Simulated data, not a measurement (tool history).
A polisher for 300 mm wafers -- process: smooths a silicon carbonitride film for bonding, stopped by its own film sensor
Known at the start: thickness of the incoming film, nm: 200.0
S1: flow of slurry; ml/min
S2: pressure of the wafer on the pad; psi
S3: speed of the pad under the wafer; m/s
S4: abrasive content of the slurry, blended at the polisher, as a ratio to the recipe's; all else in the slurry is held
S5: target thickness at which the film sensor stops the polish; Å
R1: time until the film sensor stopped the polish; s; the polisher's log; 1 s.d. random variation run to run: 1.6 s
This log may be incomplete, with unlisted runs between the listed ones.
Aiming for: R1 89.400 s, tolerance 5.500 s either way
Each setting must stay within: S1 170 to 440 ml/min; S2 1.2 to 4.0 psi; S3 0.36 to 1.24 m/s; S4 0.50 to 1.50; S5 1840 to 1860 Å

run  hour   S1   S2    S3    S4    S5      R1
  1   0.0  280  2.6  0.80  1.00  1840  71.042
  2   8.1  280  2.6  0.80  1.00  1860  62.004
  3  13.7  280  2.6  0.80  1.20  1860  55.900
  4  22.6  280  2.4  0.78  1.20  1860  59.469
     30.4  -- head pressure recalibrated
  5  30.4  280  2.4  0.78  1.30  1860  55.763
  6  31.7  280  2.4  0.78  1.20  1860  56.095
  7  39.8  280  2.4  0.70  1.15  1860  62.808
  8  48.7  280  2.2  0.66  1.15  1860  70.304
  9  57.0  280  2.1  0.64  1.15  1860  72.893
 10  63.8  280  2.0  0.62  1.15  1860  76.855
 11  71.5  280  1.9  0.62  1.15  1860  82.952

Exercise: of the 5 proposed moves below, exactly one satisfies all targets within the stated allowed misses. Which move is it?
  A  79.2  255  2.2  0.52  1.10  1860   ?
  B  79.2  270  2.4  0.54  1.15  1850   ?
  C  79.2  305  1.6  0.68  1.45  1860   ?
  D  79.2  375  1.5  0.68  1.35  1860   ?
  E  79.2  275  2.2  0.68  1.20  1850   ?

move      R1
   A  79.562
   B  74.603
   C  81.141
   D  87.516
   E  70.908
A: the biggest miss grows against the last run
B: the biggest miss grows against the last run
C: the biggest miss grows against the last run
D: in spec on every target
E: the biggest miss grows against the last run
Correct choice: D, which meets every target
